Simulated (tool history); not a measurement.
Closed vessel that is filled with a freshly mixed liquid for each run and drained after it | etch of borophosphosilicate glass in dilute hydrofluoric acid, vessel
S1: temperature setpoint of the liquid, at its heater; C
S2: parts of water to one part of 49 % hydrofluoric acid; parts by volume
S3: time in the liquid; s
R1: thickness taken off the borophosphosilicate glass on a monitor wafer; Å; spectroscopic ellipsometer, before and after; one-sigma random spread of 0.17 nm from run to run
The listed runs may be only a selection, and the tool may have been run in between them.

{"run": 1, "day": 0.0, "S1": 23.0, "S2": 95, "S3": 30, "R1": 104.86}
{"run": 2, "day": 0.162, "S1": 24.5, "S2": 95, "S3": 30, "R1": 109.69}
{"run": 3, "day": 0.192, "S1": 26.5, "S2": 80, "S3": 30, "R1": 145.26}
{"run": 4, "day": 0.412, "S1": 28.0, "S2": 75, "S3": 30, "R1": 165.22}
{"run": 5, "day": 0.654, "S1": 31.0, "S2": 75, "S3": 30, "R1": 184.69}
{"run": 6, "day": 0.983, "S1": 29.0, "S2": 75, "S3": 30, "R1": 170.29}
{"run": 7, "day": 1.204, "S1": 29.5, "S2": 70, "S3": 30, "R1": 186.59}
{"run": 8, "day": 1.396, "S1": 30.0, "S2": 65, "S3": 30, "R1": 208.96}

The next listed run, before its measurement:
{"run": 9, "day": 1.421, "S1": 30.5, "S2": 65, "S3": 30, "R1": "?"}

{"run 9": {"R1": 211.91}}

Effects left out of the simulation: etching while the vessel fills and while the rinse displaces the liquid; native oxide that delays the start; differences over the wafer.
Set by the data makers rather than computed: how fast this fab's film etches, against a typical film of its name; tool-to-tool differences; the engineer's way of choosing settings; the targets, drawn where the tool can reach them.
